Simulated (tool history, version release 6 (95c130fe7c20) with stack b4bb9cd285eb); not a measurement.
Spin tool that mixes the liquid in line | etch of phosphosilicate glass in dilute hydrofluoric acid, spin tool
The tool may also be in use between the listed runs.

run,hour,temperature setpoint of the liquid (C),parts of water to one part of 49 % hydrofluoric acid (parts by volume),time under the liquid (s),thickness taken off the phosphosilicate glass on a monitor wafer (nm)
1,0.0,24.0,190,15,12.4380
2,8.3,25.5,185,15,13.6270
3,10.3,22.5,185,15,12.1930
4,18.2,22.5,185,15,12.0890
5,19.9,22.5,230,15,9.3694
6,22.6,22.5,175,15,12.9670
7,25.7,24.0,175,15,13.7620

Forecast run 8:
8,28.8,25.5,175,15,?

Run 8 gave thickness taken off the phosphosilicate glass on a monitor wafer (nm) 14.5300.
